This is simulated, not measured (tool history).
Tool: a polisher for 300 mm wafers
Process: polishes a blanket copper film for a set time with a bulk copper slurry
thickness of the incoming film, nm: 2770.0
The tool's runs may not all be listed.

run	hour	flow of slurry (ml/min)	pressure of the wafer on the pad (kPa)	speed of the pad under the wafer (cm/s)	abrasive content of the slurry	polishing time (s)	film removed (Å)
1	0	160	19.3	84	1	92	8405.4
2	7.1	180	19.3	84	1	92	8546.9
3	7.7	185	20	84	1	92	8829.5
4	10.8	185	20.7	84	1	92	9081.6
5	19.5	185	21.4	84	1	92	9456.2
6	25.1	185	21.4	72	1	92	8552.1
7	31.4	185	22.1	72	1	92	8832.1
8	32.7	185	22.8	72	1	92	9162.9
9	35.2	185	23.4	72	1	92	9354.7
10	39.3	190	24.1	72	1	92	9581.9
11	44.2	190	24.8	72	1	92	9935.4
12	53.2	190	25.5	72	1	92	10094

Run 13 comes next. What will it give?
13	58.9	195	26.2	72	1	92	?

Run 13 gave film removed (Å) 10515.
